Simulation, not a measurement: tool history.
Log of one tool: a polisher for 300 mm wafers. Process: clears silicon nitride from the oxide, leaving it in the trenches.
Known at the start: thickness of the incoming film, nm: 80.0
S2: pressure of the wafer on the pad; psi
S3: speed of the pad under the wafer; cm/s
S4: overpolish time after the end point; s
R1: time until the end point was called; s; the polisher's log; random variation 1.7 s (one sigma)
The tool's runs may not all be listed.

{"run": 1, "day": 0.0, "flow of slurry (ml/min)": 190, "S2": 2.1, "S3": 90, "S4": 8, "R1": 155.2}
{"run": 2, "day": 0.088, "flow of slurry (ml/min)": 190, "S2": 2.1, "S3": 90, "S4": 8, "R1": 158.82}
{"run": 3, "day": 0.3, "flow of slurry (ml/min)": 190, "S2": 2.4, "S3": 90, "S4": 8, "R1": 142.46}
{"run": 4, "day": 0.446, "flow of slurry (ml/min)": 190, "S2": 1.9, "S3": 90, "S4": 8, "R1": 162.91}
{"run": 5, "day": 0.783, "flow of slurry (ml/min)": 190, "S2": 2.2, "S3": 92, "S4": 8, "R1": 154.76}
{"run": 6, "day": 0.879, "flow of slurry (ml/min)": 190, "S2": 2.4, "S3": 96, "S4": 8, "R1": 141.69}
{"run": 7, "day": 1.1, "flow of slurry (ml/min)": 190, "S2": 2.4, "S3": 96, "S4": 8, "R1": 137.93}

Forecast run 8:
{"run": 8, "day": 1.262, "flow of slurry (ml/min)": 190, "S2": 2.5, "S3": 98, "S4": 8, "R1": "?"}

Run 8 gave R1 128.25 s.
